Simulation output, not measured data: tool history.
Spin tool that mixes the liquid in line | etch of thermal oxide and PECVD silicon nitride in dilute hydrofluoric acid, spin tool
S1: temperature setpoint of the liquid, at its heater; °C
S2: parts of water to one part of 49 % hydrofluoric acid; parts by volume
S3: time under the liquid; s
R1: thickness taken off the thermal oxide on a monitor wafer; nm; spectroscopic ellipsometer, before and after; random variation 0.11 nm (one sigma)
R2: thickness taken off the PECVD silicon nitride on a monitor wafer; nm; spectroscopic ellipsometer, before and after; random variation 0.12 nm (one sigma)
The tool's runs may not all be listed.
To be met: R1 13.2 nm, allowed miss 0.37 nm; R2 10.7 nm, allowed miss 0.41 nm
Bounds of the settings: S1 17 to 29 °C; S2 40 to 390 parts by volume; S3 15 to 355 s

run	day	S1	S2	S3	R1	R2
1	0	21	215	180	3.223	3.3806
2	0.162	18.5	215	180	2.8551	2.9164
3	0.3	21	215	180	3.1487	3.4308
4	0.546	19	215	180	2.9045	3.0362
5	0.729	19	215	215	3.5589	3.5807
6	1.008	17	215	215	3.282	3.174
7	1.058	18	155	230	5.307	5.0055
8	1.325	18	115	245	7.9635	7.0858
9	1.596	18	90	245	10.323	8.8999
10	1.958	18	75	240	12.402	10.392

5 next moves are on the table. One of them brings every result within its allowed miss. Which?
A	2.321	17	70	245	?	?
B	2.321	18	75	270	?	?
C	2.321	19	95	275	?	?
D	2.321	20.5	70	185	?	?
E	2.321	19	75	245	?	?

move	R1	R2
A	13.093	10.758
B	13.978	11.894
C	11.467	10.317
D	11.466	10.363
E	13.232	11.57
A: meets every target
B: takes the result that was furthest off past its target
C: further off than the last run
D: further off than the last run
E: brings the result that was furthest off to its target, and leaves another outside
Answer: A

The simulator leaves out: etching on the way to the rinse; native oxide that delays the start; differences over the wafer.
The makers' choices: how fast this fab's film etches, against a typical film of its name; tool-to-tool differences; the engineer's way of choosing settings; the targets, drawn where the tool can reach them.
